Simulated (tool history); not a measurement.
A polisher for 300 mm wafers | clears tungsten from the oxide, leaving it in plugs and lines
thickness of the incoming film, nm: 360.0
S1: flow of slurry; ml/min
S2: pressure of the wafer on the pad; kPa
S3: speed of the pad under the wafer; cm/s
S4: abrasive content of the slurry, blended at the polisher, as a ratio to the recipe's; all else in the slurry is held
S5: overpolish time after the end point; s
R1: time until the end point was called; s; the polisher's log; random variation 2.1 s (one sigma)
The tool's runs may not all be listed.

{"run": 1, "hour": 0.0, "S1": 245, "S2": 24.8, "S3": 132, "S4": 1.0, "S5": 8, "R1": 61.805}
{"run": 2, "hour": 6.0, "S1": 245, "S2": 22.1, "S3": 128, "S4": 1.0, "S5": 8, "R1": 71.306}
{"run": 3, "hour": 7.3, "S1": 245, "S2": 26.9, "S3": 128, "S4": 1.0, "S5": 8, "R1": 62.478}
{"run": 4, "hour": 13.0, "S1": 245, "S2": 26.9, "S3": 128, "S4": 1.0, "S5": 8, "R1": 60.404}
{"run": 5, "hour": 17.8, "S1": 245, "S2": 24.1, "S3": 124, "S4": 1.0, "S5": 8, "R1": 70.15}
{"run": 6, "hour": 21.0, "S1": 245, "S2": 22.1, "S3": 122, "S4": 1.0, "S5": 8, "R1": 76.667}
{"run": 7, "hour": 24.7, "S1": 245, "S2": 20.0, "S3": 120, "S4": 1.0, "S5": 8, "R1": 82.698}
{"run": 8, "hour": 32.8, "S1": 245, "S2": 18.6, "S3": 118, "S4": 1.0, "S5": 8, "R1": 91.261}
{"hour": 37.7, "done": "slurry blender recalibrated"}
{"run": 9, "hour": 37.7, "S1": 245, "S2": 17.2, "S3": 118, "S4": 1.0, "S5": 8, "R1": 91.685}
{"run": 10, "hour": 46.2, "S1": 245, "S2": 15.9, "S3": 116, "S4": 1.0, "S5": 8, "R1": 100.86}

Forecast run 11:
{"run": 11, "hour": 48.8, "S1": 245, "S2": 15.2, "S3": 116, "S4": 1.0, "S5": 8, "R1": "?"}

Run 11 gave R1 105.090 s.
